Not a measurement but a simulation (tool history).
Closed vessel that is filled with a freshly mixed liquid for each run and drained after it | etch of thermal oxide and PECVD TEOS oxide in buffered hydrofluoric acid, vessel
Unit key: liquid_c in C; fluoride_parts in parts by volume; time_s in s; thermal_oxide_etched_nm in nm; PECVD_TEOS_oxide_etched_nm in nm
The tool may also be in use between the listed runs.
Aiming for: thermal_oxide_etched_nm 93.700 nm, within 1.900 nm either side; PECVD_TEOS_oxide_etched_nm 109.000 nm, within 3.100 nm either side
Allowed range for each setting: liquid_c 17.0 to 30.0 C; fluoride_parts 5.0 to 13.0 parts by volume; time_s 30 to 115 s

run,hour,liquid_c,fluoride_parts,time_s,thermal_oxide_etched_nm,PECVD_TEOS_oxide_etched_nm
1,0.0,22.0,8.0,60,75.434,87.995
2,0.8,22.0,9.0,60,66.610,77.418
3,8.7,23.5,9.0,60,72.220,83.330
4,14.7,24.5,9.0,60,76.052,88.682
5,21.1,24.5,11.0,60,65.055,75.364
6,23.6,25.5,11.0,60,69.133,79.950
7,27.1,25.5,11.0,60,68.183,79.440
8,34.6,26.5,11.0,60,72.144,84.437
9,38.3,30.0,10.5,60,91.167,106.400
10,44.1,30.0,10.0,60,96.010,110.570

Consider the 4 candidate settings below. Which is the only one whose results all fall within their allowed miss of target?
A,49.9,30.0,8.5,55,?,?
B,49.9,28.0,10.0,65,?,?
C,49.9,29.0,13.0,85,?,?
D,49.9,29.0,6.0,40,?,?

move,thermal_oxide_etched_nm,PECVD_TEOS_oxide_etched_nm
A,99.606,116.020
B,93.188,108.550
C,99.498,115.900
D,96.864,112.830
A: the biggest miss grows against the last run
B: each result inside its tolerance
C: the biggest miss grows against the last run
D: the biggest miss grows against the last run
The move that meets every target is B.
